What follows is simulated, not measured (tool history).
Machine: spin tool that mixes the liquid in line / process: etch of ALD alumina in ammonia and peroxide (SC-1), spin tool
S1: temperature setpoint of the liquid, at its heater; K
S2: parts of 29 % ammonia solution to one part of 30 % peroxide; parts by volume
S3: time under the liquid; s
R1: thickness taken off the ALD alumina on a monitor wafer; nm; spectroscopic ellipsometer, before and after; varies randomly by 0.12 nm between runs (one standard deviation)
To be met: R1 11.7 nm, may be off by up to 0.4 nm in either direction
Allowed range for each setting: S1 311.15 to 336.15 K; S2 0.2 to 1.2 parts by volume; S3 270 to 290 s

run  hour      S1    S2   S3      R1
  1     0  320.15   0.7  270  13.398
  2   7.3  320.15   0.7  290  14.529
  3  10.8  320.15  0.55  290  14.095
  4  15.5  319.65  0.55  290   13.74
  5  20.1  319.15  0.55  290  13.296
  6  23.6  319.15  0.55  290  13.237
  7  31.2  318.15  0.55  290  12.531
  8  36.5  317.65  0.55  290  12.357

Of the 5 settings listed for the next run, only one would bring every result within its allowed miss of target. Which one?
  A  41.8  318.65  0.35  270   ?
  B  41.8  318.15   0.7  290   ?
  C  41.8  320.15  0.45  270   ?
  D  41.8  319.65   0.5  275   ?
  E  41.8  319.65   0.3  290   ?

move      R1
   A  11.569
   B  12.902
   C  12.897
   D    12.9
   E  12.957
A: each result inside its tolerance
B: lands further from the targets than the last run did
C: lands further from the targets than the last run did
D: lands further from the targets than the last run did
E: lands further from the targets than the last run did
Correct choice: A, which meets every target
